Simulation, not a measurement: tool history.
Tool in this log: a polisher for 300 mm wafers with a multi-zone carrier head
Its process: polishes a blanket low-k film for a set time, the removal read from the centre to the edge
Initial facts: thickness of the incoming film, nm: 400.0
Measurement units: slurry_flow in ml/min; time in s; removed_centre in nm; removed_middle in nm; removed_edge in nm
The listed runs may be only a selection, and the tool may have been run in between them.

run  hour  slurry_flow  centre_zone  middle_zone  edge_zone  slurry_solids  time  removed_centre  removed_middle  removed_edge
  1   0.0          210         1.00         1.00       1.00           1.00    63          18.349          17.863        18.226
  2   1.4          235         1.00         1.00       1.00           1.00    63          18.649          18.201        18.293
  3   5.1          235         1.00         1.00       1.00           0.80    63          15.724          15.734        15.394
  4  10.1          235         1.01         1.04       1.03           0.90    63          17.448          17.921        17.440
  5  11.6          235         1.01         0.97       1.03           0.90    63          17.735          16.722        17.054
  6  17.1          235         1.01         0.97       1.03           0.70    63          14.066          13.480        13.870
  7  25.6          240         1.03         1.02       1.06           0.80    63          16.565          15.880        15.838
  8  26.3          245         1.03         1.06       1.09           0.90    63          18.189          18.316        17.865
  9  34.9          245         1.04         1.09       1.11           0.95    63          18.759          19.380        19.106
 10  37.3          255         1.06         1.11       1.12           1.00    63          20.104          20.519        19.771

Predict the results of run 11:
 11  39.5          255         1.07         1.13       1.13           1.05    63               ?               ?             ?

Run 11 came out at removed_centre 21.181 nm, removed_middle 21.253 nm, removed_edge 20.166 nm.
